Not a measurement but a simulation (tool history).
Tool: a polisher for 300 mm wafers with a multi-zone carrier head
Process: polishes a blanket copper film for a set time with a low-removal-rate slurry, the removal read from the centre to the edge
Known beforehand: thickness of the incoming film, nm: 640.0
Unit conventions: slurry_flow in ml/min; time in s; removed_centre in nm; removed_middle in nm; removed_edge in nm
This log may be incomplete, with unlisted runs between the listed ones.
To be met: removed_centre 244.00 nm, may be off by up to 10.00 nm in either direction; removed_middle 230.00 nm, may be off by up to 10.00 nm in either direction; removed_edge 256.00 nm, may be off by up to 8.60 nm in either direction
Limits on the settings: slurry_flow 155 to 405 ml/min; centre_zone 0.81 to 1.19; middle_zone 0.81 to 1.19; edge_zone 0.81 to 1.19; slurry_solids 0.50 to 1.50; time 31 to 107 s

{"run": 1, "hour": 0.0, "slurry_flow": 260, "centre_zone": 1.0, "middle_zone": 1.0, "edge_zone": 1.0, "slurry_solids": 1.0, "time": 69, "removed_centre": 218.68, "removed_middle": 215.54, "removed_edge": 214.21}
{"run": 2, "hour": 5.7, "slurry_flow": 260, "centre_zone": 1.0, "middle_zone": 1.0, "edge_zone": 0.96, "slurry_solids": 1.0, "time": 69, "removed_centre": 213.04, "removed_middle": 218.29, "removed_edge": 207.6}
{"run": 3, "hour": 6.4, "slurry_flow": 260, "centre_zone": 1.0, "middle_zone": 1.0, "edge_zone": 0.96, "slurry_solids": 0.85, "time": 69, "removed_centre": 206.05, "removed_middle": 204.3, "removed_edge": 197.28}
{"run": 4, "hour": 12.2, "slurry_flow": 260, "centre_zone": 1.0, "middle_zone": 1.0, "edge_zone": 0.99, "slurry_solids": 0.9, "time": 69, "removed_centre": 204.8, "removed_middle": 210.86, "removed_edge": 205.03}
{"run": 5, "hour": 17.9, "slurry_flow": 260, "centre_zone": 1.0, "middle_zone": 1.0, "edge_zone": 0.99, "slurry_solids": 1.0, "time": 69, "removed_centre": 211.06, "removed_middle": 212.25, "removed_edge": 215.95}
{"run": 6, "hour": 19.3, "slurry_flow": 260, "centre_zone": 1.0, "middle_zone": 1.07, "edge_zone": 0.99, "slurry_solids": 1.0, "time": 69, "removed_centre": 209.4, "removed_middle": 226.16, "removed_edge": 215.0}
{"run": 7, "hour": 25.8, "slurry_flow": 265, "centre_zone": 1.01, "middle_zone": 1.07, "edge_zone": 1.01, "slurry_solids": 1.0, "time": 69, "removed_centre": 214.06, "removed_middle": 226.0, "removed_edge": 214.86}
{"run": 8, "hour": 33.9, "slurry_flow": 265, "centre_zone": 1.01, "middle_zone": 1.06, "edge_zone": 1.03, "slurry_solids": 1.05, "time": 69, "removed_centre": 224.57, "removed_middle": 225.91, "removed_edge": 220.0}
{"run": 9, "hour": 40.3, "slurry_flow": 265, "centre_zone": 1.0, "middle_zone": 1.05, "edge_zone": 1.05, "slurry_solids": 1.1, "time": 69, "removed_centre": 214.99, "removed_middle": 228.91, "removed_edge": 224.04}
{"run": 10, "hour": 47.7, "slurry_flow": 290, "centre_zone": 1.1, "middle_zone": 0.95, "edge_zone": 1.15, "slurry_solids": 1.25, "time": 73, "removed_centre": 265.54, "removed_middle": 237.32, "removed_edge": 260.16}
{"run": 11, "hour": 49.2, "slurry_flow": 285, "centre_zone": 1.09, "middle_zone": 0.95, "edge_zone": 1.15, "slurry_solids": 1.25, "time": 73, "removed_centre": 263.24, "removed_middle": 231.31, "removed_edge": 263.93}

Of the 4 settings listed for the next run, only one would bring every result within its allowed miss of target. Which one?
{"run": "A", "hour": 50.7, "slurry_flow": 280, "centre_zone": 1.13, "middle_zone": 0.93, "edge_zone": 1.17, "slurry_solids": 1.2, "time": 74, "removed_centre": "?", "removed_middle": "?", "removed_edge": "?"}
{"run": "B", "hour": 50.7, "slurry_flow": 280, "centre_zone": 1.16, "middle_zone": 0.87, "edge_zone": 1.08, "slurry_solids": 1.5, "time": 73, "removed_centre": "?", "removed_middle": "?", "removed_edge": "?"}
{"run": "C", "hour": 50.7, "slurry_flow": 305, "centre_zone": 1.05, "middle_zone": 0.99, "edge_zone": 1.19, "slurry_solids": 1.3, "time": 69, "removed_centre": "?", "removed_middle": "?", "removed_edge": "?"}
{"run": "D", "hour": 50.7, "slurry_flow": 285, "centre_zone": 0.96, "middle_zone": 0.91, "edge_zone": 1.14, "slurry_solids": 1.5, "time": 73, "removed_centre": "?", "removed_middle": "?", "removed_edge": "?"}

move=A removed_centre=274.68 removed_middle=228.67 removed_edge=264.95
move=B removed_centre=295.54 removed_middle=228.38 removed_edge=267.10
move=C removed_centre=246.48 removed_middle=230.67 removed_edge=256.42
move=D removed_centre=246.83 removed_middle=236.77 removed_edge=274.80
A: further off than the last run
B: further off than the last run
C: every result within its allowed miss
D: the worst result of the last run now meets its target, but another is out of spec
Go with C: it meets all targets.
